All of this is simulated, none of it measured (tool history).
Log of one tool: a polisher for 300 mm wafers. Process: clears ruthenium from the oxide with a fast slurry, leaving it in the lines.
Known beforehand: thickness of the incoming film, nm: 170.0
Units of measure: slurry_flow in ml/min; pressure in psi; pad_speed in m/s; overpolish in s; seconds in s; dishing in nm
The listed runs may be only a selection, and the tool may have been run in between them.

{"run": 1, "hour": 0.0, "slurry_flow": 260, "pressure": 2.9, "pad_speed": 1.22, "slurry_solids": 1.0, "overpolish": 23, "seconds": 27.34, "dishing": 93.981}
{"run": 2, "hour": 5.4, "slurry_flow": 260, "pressure": 2.9, "pad_speed": 1.22, "slurry_solids": 1.15, "overpolish": 23, "seconds": 26.225, "dishing": 98.005}
{"run": 3, "hour": 14.1, "slurry_flow": 260, "pressure": 2.9, "pad_speed": 1.06, "slurry_solids": 1.15, "overpolish": 23, "seconds": 29.741, "dishing": 89.751}
{"run": 4, "hour": 21.9, "slurry_flow": 275, "pressure": 3.3, "pad_speed": 1.1, "slurry_solids": 1.0, "overpolish": 19, "seconds": 26.826, "dishing": 82.138}
{"run": 5, "hour": 25.6, "slurry_flow": 320, "pressure": 3.3, "pad_speed": 1.1, "slurry_solids": 1.0, "overpolish": 19, "seconds": 26.218, "dishing": 84.479}
{"run": 6, "hour": 28.7, "slurry_flow": 320, "pressure": 3.3, "pad_speed": 1.1, "slurry_solids": 1.0, "overpolish": 23, "seconds": 26.264, "dishing": 97.536}
{"run": 7, "hour": 36.6, "slurry_flow": 330, "pressure": 4.1, "pad_speed": 1.12, "slurry_solids": 1.0, "overpolish": 12, "seconds": 21.395, "dishing": 71.6}

Predict the results of run 8:
{"run": 8, "hour": 39.8, "slurry_flow": 400, "pressure": 4.5, "pad_speed": 1.26, "slurry_solids": 0.9, "overpolish": 7, "seconds": "?", "dishing": "?"}

Run 8 yielded seconds 18.063 s, dishing 53.077 nm.
